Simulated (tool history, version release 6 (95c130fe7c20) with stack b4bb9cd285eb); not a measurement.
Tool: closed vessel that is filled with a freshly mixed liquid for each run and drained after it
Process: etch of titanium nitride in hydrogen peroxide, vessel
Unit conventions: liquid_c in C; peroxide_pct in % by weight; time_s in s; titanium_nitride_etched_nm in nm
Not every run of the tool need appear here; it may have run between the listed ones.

run	day	liquid_c	peroxide_pct	time_s	titanium_nitride_etched_nm
1	0	44	17	460	9.6662
2	0.05	45	17	460	10.447
3	0.254	39	17	460	6.7056
4	0.338	42	17	460	8.3899
5	0.404	42	17	460	8.4412
6	0.788	42	15	460	8.2186
7	0.975	44	15	460	9.5469
8	1.262	45	15	460	10.346

Run 9 has not been measured yet. What should we expect?
9	1.362	46	15	460	?

titanium_nitride_etched_nm: 11.114 nm

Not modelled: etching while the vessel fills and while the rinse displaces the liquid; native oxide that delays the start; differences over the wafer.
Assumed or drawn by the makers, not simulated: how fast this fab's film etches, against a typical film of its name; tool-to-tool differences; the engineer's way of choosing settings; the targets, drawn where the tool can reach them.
